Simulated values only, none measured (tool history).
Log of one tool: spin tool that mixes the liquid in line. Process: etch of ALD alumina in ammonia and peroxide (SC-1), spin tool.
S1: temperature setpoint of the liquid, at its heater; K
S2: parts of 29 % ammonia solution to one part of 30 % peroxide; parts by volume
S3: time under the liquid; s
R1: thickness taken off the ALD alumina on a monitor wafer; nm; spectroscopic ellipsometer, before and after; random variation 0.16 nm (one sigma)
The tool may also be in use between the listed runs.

{"run": 1, "hour": 0.0, "S1": 322.15, "S2": 0.65, "S3": 265, "R1": 18.77}
{"run": 2, "hour": 9.1, "S1": 322.15, "S2": 0.55, "S3": 265, "R1": 18.431}
{"run": 3, "hour": 12.7, "S1": 325.15, "S2": 0.55, "S3": 265, "R1": 21.907}
{"run": 4, "hour": 20.5, "S1": 325.15, "S2": 0.55, "S3": 290, "R1": 23.903}
{"run": 5, "hour": 26.1, "S1": 325.15, "S2": 0.55, "S3": 265, "R1": 21.74}
{"run": 6, "hour": 29.9, "S1": 327.15, "S2": 0.55, "S3": 265, "R1": 24.2}
{"run": 7, "hour": 34.7, "S1": 328.65, "S2": 0.55, "S3": 265, "R1": 26.344}
{"run": 8, "hour": 40.0, "S1": 330.15, "S2": 0.55, "S3": 265, "R1": 28.531}

Forecast run 9:
{"run": 9, "hour": 44.2, "S1": 331.15, "S2": 0.55, "S3": 265, "R1": "?"}

R1: 29.927 nm
